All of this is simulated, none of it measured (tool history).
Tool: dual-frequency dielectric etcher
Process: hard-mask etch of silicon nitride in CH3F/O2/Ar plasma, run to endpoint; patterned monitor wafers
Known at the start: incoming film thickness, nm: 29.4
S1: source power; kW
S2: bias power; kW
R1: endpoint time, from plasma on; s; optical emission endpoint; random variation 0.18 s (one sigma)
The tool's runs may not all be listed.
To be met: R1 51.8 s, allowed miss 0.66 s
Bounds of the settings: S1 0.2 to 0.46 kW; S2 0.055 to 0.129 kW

run,hour,S1,S2,R1
1,0,0.33,0.092,47.343
2,5.4,0.38,0.092,45.908
3,13.8,0.34,0.09,47.27
4,19.7,0.31,0.089,48.774
5,23.9,0.31,0.102,46.63
6,29.1,0.27,0.102,48.004
7,31.6,0.25,0.1,49.329
8,36.1,0.24,0.099,50.053
9,44.6,0.23,0.099,50.175
10,46.7,0.22,0.098,50.945

Which of these 5 next moves meets every target?
A,48.8,0.24,0.104,?
B,48.8,0.22,0.106,?
C,48.8,0.25,0.096,?
D,48.8,0.23,0.1,?
E,48.8,0.24,0.09,?

move,R1
A,49.082
B,49.697
C,49.929
D,50.184
E,51.438
A: further off than the last run
B: further off than the last run
C: further off than the last run
D: further off than the last run
E: meets every target
Move E is the one to make.
